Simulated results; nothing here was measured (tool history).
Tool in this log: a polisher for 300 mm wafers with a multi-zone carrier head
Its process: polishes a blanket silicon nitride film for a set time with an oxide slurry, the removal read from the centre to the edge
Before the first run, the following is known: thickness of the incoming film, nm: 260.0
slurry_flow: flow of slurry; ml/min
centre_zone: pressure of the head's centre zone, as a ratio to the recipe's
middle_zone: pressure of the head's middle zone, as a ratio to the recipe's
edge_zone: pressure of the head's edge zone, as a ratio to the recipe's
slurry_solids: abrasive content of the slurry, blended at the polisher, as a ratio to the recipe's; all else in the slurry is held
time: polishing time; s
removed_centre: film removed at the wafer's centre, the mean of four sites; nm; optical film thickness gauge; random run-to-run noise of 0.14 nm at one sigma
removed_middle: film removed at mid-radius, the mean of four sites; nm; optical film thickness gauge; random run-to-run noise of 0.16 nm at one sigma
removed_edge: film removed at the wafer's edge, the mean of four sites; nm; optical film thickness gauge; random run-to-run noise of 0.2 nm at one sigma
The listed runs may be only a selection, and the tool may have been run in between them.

| run | hour | slurry_flow | centre_zone | middle_zone | edge_zone | slurry_solids | time | removed_centre | removed_middle | removed_edge |
|---|---|---|---|---|---|---|---|---|---|---|
| 1 | 0.0 | 160 | 1.00 | 1.00 | 1.00 | 1.00 | 78 | 36.490 | 36.112 | 36.094 |
| 2 | 0.7 | 160 | 1.00 | 1.02 | 0.95 | 0.85 | 70 | 30.512 | 30.677 | 28.628 |
| 3 | 9.2 | 160 | 1.00 | 1.02 | 0.99 | 0.85 | 70 | 30.574 | 31.047 | 29.778 |
| 4 | 14.0 | 160 | 1.00 | 0.96 | 0.99 | 0.85 | 70 | 30.706 | 28.941 | 29.266 |
| 5 | 18.7 | 160 | 0.98 | 0.97 | 0.94 | 0.75 | 67 | 26.888 | 27.097 | 26.079 |
| 6 | 22.3 | 165 | 0.98 | 0.98 | 0.91 | 0.70 | 64 | 25.469 | 24.994 | 24.031 |

Expected results for the next run?
| 7 | 30.4 | 150 | 0.94 | 1.08 | 0.81 | 0.50 | 54 | ? | ? | ? |

Logged for run 7: removed_centre 17.022 nm, removed_middle 19.212 nm, removed_edge 15.926 nm.
